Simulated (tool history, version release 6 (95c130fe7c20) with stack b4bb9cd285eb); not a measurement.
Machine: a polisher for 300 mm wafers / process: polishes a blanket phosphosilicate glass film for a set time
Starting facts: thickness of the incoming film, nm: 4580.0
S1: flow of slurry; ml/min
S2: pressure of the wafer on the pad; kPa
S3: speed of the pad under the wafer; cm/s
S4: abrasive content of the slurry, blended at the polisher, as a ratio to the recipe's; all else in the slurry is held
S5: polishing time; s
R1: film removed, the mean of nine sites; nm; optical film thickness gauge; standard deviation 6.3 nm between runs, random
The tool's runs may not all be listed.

run,hour,S1,S2,S3,S4,S5,R1
1,0,310,28.3,80,1,70,759.6
2,5.9,310,24.1,80,1,70,668.51
3,14.3,310,20.7,78,1,70,580.64
4,19,310,20.7,78,1,70,601.61
5,26.7,310,18.6,74,1,70,536.07
6,34.6,255,18.6,74,1,70,530.93

The next listed run, before its measurement:
7,36.5,255,17.2,72,1,70,?

R1: 487.93 nm
